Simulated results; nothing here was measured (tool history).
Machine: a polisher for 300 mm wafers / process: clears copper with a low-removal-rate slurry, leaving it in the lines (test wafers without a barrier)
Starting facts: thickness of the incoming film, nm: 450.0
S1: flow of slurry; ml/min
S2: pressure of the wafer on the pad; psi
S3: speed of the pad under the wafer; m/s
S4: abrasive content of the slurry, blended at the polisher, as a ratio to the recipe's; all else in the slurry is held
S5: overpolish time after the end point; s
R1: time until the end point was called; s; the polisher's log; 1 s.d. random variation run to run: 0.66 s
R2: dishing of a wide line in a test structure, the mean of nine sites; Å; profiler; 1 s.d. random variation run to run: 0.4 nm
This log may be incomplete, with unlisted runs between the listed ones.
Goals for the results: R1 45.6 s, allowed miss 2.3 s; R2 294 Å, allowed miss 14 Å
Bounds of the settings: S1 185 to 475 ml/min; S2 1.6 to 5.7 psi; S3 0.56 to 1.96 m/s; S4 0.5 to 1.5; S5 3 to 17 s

run,hour,S1,S2,S3,S4,S5,R1,R2
1,0,305,3.6,1.26,1,9,90.696,213.26
2,8.4,305,3.6,1.26,1,6,89.051,163.06
3,15.5,305,3.6,0.98,1,6,112.96,137.78
4,16.4,305,4,1.08,1,7,94.47,175.49
5,22.4,305,3.6,1.08,1,7,102.19,165.03
# hour 28.9: head pressure recalibrated
6,28.9,305,4.1,1.18,1,7,76.274,196.96
7,37,305,5.1,1.2,1,9,60.74,255.19
8,37.9,305,5.2,1.22,1,9,58.519,261.03
9,38.6,310,5.7,1.38,1,9,48.346,277.32

Below are 5 possible settings for the next run. Only one of them brings all results inside the allowed miss of their targets. Which is it?
A,39.3,300,5.7,1.3,1,9,?,?
B,39.3,285,5.3,1.34,1.05,9,?,?
C,39.3,310,5.5,1.5,1,11,?,?
D,39.3,300,5.7,1.28,0.95,8,?,?
E,39.3,340,5.7,1.36,0.8,8,?,?

move,R1,R2
A,51.998,265.71
B,53.613,262.72
C,46.771,287.03
D,53.579,252.45
E,52.82,253.8
A: moves away from the targets compared with the last run
B: moves away from the targets compared with the last run
C: each result inside its tolerance
D: moves away from the targets compared with the last run
E: moves away from the targets compared with the last run
The right move is C.

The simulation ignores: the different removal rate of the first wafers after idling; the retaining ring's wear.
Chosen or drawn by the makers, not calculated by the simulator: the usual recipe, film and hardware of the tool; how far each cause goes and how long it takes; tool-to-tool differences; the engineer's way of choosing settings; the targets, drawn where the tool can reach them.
